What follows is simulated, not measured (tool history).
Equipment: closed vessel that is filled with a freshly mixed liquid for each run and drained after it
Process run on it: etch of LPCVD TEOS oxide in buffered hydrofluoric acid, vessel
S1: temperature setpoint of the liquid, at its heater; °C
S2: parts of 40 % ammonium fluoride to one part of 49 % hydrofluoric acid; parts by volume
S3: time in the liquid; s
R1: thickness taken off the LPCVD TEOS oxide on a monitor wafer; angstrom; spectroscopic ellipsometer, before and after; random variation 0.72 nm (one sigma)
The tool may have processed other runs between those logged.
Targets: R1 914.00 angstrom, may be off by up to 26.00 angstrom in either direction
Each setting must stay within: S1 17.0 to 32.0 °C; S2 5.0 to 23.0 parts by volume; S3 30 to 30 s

{"run": 1, "hour": 0.0, "S1": 24.0, "S2": 14.0, "S3": 30, "R1": 570.2}
{"run": 2, "hour": 4.9, "S1": 24.0, "S2": 14.0, "S3": 30, "R1": 579.69}
{"run": 3, "hour": 10.7, "S1": 26.0, "S2": 14.0, "S3": 30, "R1": 639.8}
{"run": 4, "hour": 13.3, "S1": 26.0, "S2": 14.0, "S3": 30, "R1": 648.84}
{"run": 5, "hour": 17.3, "S1": 26.0, "S2": 15.5, "S3": 30, "R1": 574.33}
{"run": 6, "hour": 20.4, "S1": 26.0, "S2": 15.5, "S3": 30, "R1": 585.55}
{"run": 7, "hour": 23.8, "S1": 27.5, "S2": 15.0, "S3": 30, "R1": 653.66}
{"run": 8, "hour": 32.6, "S1": 28.5, "S2": 14.5, "S3": 30, "R1": 700.05}
{"run": 9, "hour": 36.7, "S1": 29.5, "S2": 14.0, "S3": 30, "R1": 783.34}
{"run": 10, "hour": 45.1, "S1": 30.0, "S2": 14.0, "S3": 30, "R1": 802.08}
{"run": 11, "hour": 52.4, "S1": 30.0, "S2": 14.0, "S3": 30, "R1": 803.6}
{"run": 12, "hour": 55.7, "S1": 30.5, "S2": 14.0, "S3": 30, "R1": 817.16}

Exercise: of the 5 proposed moves below, exactly one satisfies all targets within the stated allowed misses. Which move is it?
{"run": "A", "hour": 59.0, "S1": 32.0, "S2": 13.5, "S3": 30, "R1": "?"}
{"run": "B", "hour": 59.0, "S1": 30.5, "S2": 13.5, "S3": 30, "R1": "?"}
{"run": "C", "hour": 59.0, "S1": 30.0, "S2": 13.0, "S3": 30, "R1": "?"}
{"run": "D", "hour": 59.0, "S1": 32.0, "S2": 14.5, "S3": 30, "R1": "?"}
{"run": "E", "hour": 59.0, "S1": 31.5, "S2": 14.0, "S3": 30, "R1": "?"}

move=A R1=931.61
move=B R1=861.54
move=C R1=870.79
move=D R1=868.72
move=E R1=876.00
A: all results in spec
B: moves toward the targets from the last run without getting all of them in spec
C: moves toward the targets from the last run without getting all of them in spec
D: moves toward the targets from the last run without getting all of them in spec
E: moves toward the targets from the last run without getting all of them in spec
Go with A: it meets all targets.
